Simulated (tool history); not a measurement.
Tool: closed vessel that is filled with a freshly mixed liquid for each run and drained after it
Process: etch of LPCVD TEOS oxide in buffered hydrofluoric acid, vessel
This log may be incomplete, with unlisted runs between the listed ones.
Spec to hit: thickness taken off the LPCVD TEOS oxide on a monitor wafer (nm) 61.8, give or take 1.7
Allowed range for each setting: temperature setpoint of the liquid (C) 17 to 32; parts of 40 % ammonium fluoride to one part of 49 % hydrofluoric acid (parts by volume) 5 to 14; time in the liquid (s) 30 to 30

run,hour,temperature setpoint of the liquid (C),parts of 40 % ammonium fluoride to one part of 49 % hydrofluoric acid (parts by volume),time in the liquid (s),thickness taken off the LPCVD TEOS oxide on a monitor wafer (nm)
1,0,25,8.5,30,98.513
2,1.7,23,8.5,30,87.84
3,4,21.5,8.5,30,81.188
4,11.2,20.5,8.5,30,76.804
5,20.3,19.5,8.5,30,72.879
6,24.5,19,8.5,30,70.931
7,30.2,18.5,8.5,30,69.17
8,36.5,18.5,8.5,30,68.605
9,43.4,18,8.5,30,67.081
10,47.8,17.5,8.5,30,64.618

Which of these 4 next moves meets every target?
A,52.2,19,9.5,30,?
B,52.2,18.5,9.5,30,?
C,52.2,17,8,30,?
D,52.2,18.5,9,30,?

move,thickness taken off the LPCVD TEOS oxide on a monitor wafer (nm)
A,64.131
B,62.346
C,67.316
D,64.504
A: better than the last run, though not everything is in spec
B: hits every target within its allowed miss
C: lands further from the targets than the last run did
D: as far off as the last run
B meets every target.
